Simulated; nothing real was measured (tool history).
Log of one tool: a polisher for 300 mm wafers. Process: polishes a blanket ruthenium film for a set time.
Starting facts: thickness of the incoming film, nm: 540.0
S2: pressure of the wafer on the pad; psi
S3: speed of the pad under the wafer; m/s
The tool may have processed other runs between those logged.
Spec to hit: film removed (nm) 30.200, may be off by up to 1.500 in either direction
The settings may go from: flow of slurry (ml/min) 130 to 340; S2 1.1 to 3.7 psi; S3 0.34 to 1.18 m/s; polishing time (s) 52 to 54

{"run": 1, "hour": 0.0, "flow of slurry (ml/min)": 220, "S2": 2.4, "S3": 0.76, "polishing time (s)": 52, "film removed (nm)": 51.29}
{"run": 2, "hour": 6.3, "flow of slurry (ml/min)": 200, "S2": 2.4, "S3": 0.76, "polishing time (s)": 52, "film removed (nm)": 49.846}
{"run": 3, "hour": 8.2, "flow of slurry (ml/min)": 200, "S2": 2.9, "S3": 0.76, "polishing time (s)": 52, "film removed (nm)": 60.642}
{"run": 4, "hour": 9.8, "flow of slurry (ml/min)": 195, "S2": 2.3, "S3": 0.74, "polishing time (s)": 52, "film removed (nm)": 47.639}
{"run": 5, "hour": 17.8, "flow of slurry (ml/min)": 195, "S2": 1.9, "S3": 0.72, "polishing time (s)": 52, "film removed (nm)": 37.797}
{"run": 6, "hour": 25.8, "flow of slurry (ml/min)": 195, "S2": 1.9, "S3": 0.72, "polishing time (s)": 54, "film removed (nm)": 39.91}
{"run": 7, "hour": 29.6, "flow of slurry (ml/min)": 195, "S2": 1.7, "S3": 0.72, "polishing time (s)": 54, "film removed (nm)": 36.093}
{"run": 8, "hour": 33.5, "flow of slurry (ml/min)": 195, "S2": 1.6, "S3": 0.72, "polishing time (s)": 54, "film removed (nm)": 33.488}
{"run": 9, "hour": 41.0, "flow of slurry (ml/min)": 195, "S2": 1.5, "S3": 0.72, "polishing time (s)": 54, "film removed (nm)": 32.317}

Which single option among these 4 for the next run brings every result within its allowed miss of target? Just one does.
{"run": "A", "hour": 48.5, "flow of slurry (ml/min)": 155, "S2": 2.2, "S3": 0.44, "polishing time (s)": 52, "film removed (nm)": "?"}
{"run": "B", "hour": 48.5, "flow of slurry (ml/min)": 185, "S2": 1.6, "S3": 0.82, "polishing time (s)": 52, "film removed (nm)": "?"}
{"run": "C", "hour": 48.5, "flow of slurry (ml/min)": 185, "S2": 1.5, "S3": 0.66, "polishing time (s)": 54, "film removed (nm)": "?"}
{"run": "D", "hour": 48.5, "flow of slurry (ml/min)": 155, "S2": 1.5, "S3": 0.82, "polishing time (s)": 54, "film removed (nm)": "?"}

move=A film_removed_(nm)=32.873
move=B film_removed_(nm)=35.088
move=C film_removed_(nm)=30.011
move=D film_removed_(nm)=33.501
A: lands further from the targets than the last run did
B: lands further from the targets than the last run did
C: all results land within tolerance of their targets
D: lands further from the targets than the last run did
C meets every target.
